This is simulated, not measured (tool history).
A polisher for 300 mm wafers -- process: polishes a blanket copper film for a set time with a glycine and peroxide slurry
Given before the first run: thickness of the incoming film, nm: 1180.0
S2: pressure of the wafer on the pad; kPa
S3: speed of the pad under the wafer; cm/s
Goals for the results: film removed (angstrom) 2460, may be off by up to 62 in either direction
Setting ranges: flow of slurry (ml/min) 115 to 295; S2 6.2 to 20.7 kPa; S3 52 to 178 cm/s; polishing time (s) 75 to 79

run 1 hour=0 | flow_of_slurry_(ml/min)=190 S2=13.1 S3=114 polishing_time_(s)=75 | film_removed_(angstrom)=2822.9
run 2 hour=2.6 | flow_of_slurry_(ml/min)=185 S2=12.4 S3=114 polishing_time_(s)=75 | film_removed_(angstrom)=2714.3
run 3 hour=7.6 | flow_of_slurry_(ml/min)=180 S2=12.4 S3=114 polishing_time_(s)=75 | film_removed_(angstrom)=2721.7
run 4 hour=16.4 | flow_of_slurry_(ml/min)=180 S2=11.7 S3=114 polishing_time_(s)=75 | film_removed_(angstrom)=2601.6
run 5 hour=20.4 | flow_of_slurry_(ml/min)=180 S2=15.2 S3=114 polishing_time_(s)=75 | film_removed_(angstrom)=3077.3
run 6 hour=25.4 | flow_of_slurry_(ml/min)=175 S2=14.5 S3=114 polishing_time_(s)=75 | film_removed_(angstrom)=2935.8
run 7 hour=33.6 | flow_of_slurry_(ml/min)=165 S2=13.8 S3=114 polishing_time_(s)=75 | film_removed_(angstrom)=2857.6
run 8 hour=40.1 | flow_of_slurry_(ml/min)=165 S2=13.1 S3=114 polishing_time_(s)=75 | film_removed_(angstrom)=2780.9
run 9 hour=44.8 | flow_of_slurry_(ml/min)=165 S2=13.1 S3=114 polishing_time_(s)=75 | film_removed_(angstrom)=2730.8

Of the 4 settings listed for the next run, only one would bring every result within its allowed miss of target. Which one?
run A hour=49.5 | flow_of_slurry_(ml/min)=150 S2=14.5 S3=114 polishing_time_(s)=77 | film_removed_(angstrom)=?
run B hour=49.5 | flow_of_slurry_(ml/min)=180 S2=13.8 S3=116 polishing_time_(s)=76 | film_removed_(angstrom)=?
run C hour=49.5 | flow_of_slurry_(ml/min)=165 S2=15.2 S3=106 polishing_time_(s)=79 | film_removed_(angstrom)=?
run D hour=49.5 | flow_of_slurry_(ml/min)=115 S2=12.4 S3=116 polishing_time_(s)=75 | film_removed_(angstrom)=?

move=A film_removed_(angstrom)=2910.6
move=B film_removed_(angstrom)=2923.1
move=C film_removed_(angstrom)=2952.7
move=D film_removed_(angstrom)=2464.1
A: further off than the last run
B: further off than the last run
C: further off than the last run
D: every result lands within tolerance
The right move is D.
